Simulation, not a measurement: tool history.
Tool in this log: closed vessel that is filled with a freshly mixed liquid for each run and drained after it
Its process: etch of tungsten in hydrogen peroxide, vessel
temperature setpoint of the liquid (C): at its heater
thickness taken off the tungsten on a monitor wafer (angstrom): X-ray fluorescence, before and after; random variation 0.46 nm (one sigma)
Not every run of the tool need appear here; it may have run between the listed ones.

run,hour,temperature setpoint of the liquid (C),concentration of hydrogen peroxide in the mixed liquid (% by weight),time in the liquid (s),thickness taken off the tungsten on a monitor wafer (angstrom)
1,0,55,18,90,2015
2,6.2,55,19.5,90,2093.7
3,15.1,49.5,19.5,90,1513.9
4,23.6,49.5,17,90,1418.2
5,31.4,49,17,90,1369.2
6,38.7,49,17,90,1373
7,40.5,48.5,17,90,1331.3

Estimate the outcome of run 8 from the log above:
8,43.5,48,17,90,?

thickness taken off the tungsten on a monitor wafer (angstrom): 1291.8

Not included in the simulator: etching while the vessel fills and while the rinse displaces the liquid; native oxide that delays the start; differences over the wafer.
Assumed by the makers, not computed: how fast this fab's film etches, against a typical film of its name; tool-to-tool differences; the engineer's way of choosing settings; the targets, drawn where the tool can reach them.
